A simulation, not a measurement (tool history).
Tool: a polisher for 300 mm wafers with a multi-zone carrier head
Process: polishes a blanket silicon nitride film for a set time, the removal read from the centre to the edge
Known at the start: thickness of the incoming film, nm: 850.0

run  hour  flow of slurry (ml/min)  pressure of the head's centre zone  pressure of the head's middle zone  pressure of the head's edge zone  polishing time (s)  film removed at the wafer's centre (Å)  film removed at mid-radius (Å)  film removed at the wafer's edge (Å)
  1   0.0                      250                                1.00                                1.00                              1.00                  84                                  950.93                         1059.00                               1046.70
  2   5.3                      240                                0.97                                0.96                              0.99                  73                                  810.46                          880.14                                911.80
  3  11.3                      240                                0.97                                0.96                              1.03                  73                                  786.43                          883.27                                922.97
  4  15.1                      235                                0.95                                0.94                              1.01                  65                                  701.05                          772.25                                819.71
  5  21.6                      230                                0.92                                0.92                              0.99                  60                                  614.93                          696.66                                752.04
  6  26.5                      290                                0.92                                0.92                              0.99                  60                                  651.21                          710.39                                766.64
  7  31.3                      290                                0.90                                0.90                              0.96                  57                                  608.54                          671.42                                713.40
  8  38.4                      285                                0.89                                0.88                              0.95                  55                                  569.71                          627.68                                697.36

Run 9 comes next. What will it give?
  9  45.7                      250                                0.89                                0.86                              0.85                  49                                       ?                               ?                                     ?

{"run 9": {"film removed at the wafer's centre (Å)": 490.13, "film removed at mid-radius (Å)": 544.79, "film removed at the wafer's edge (Å)": 576.57}}
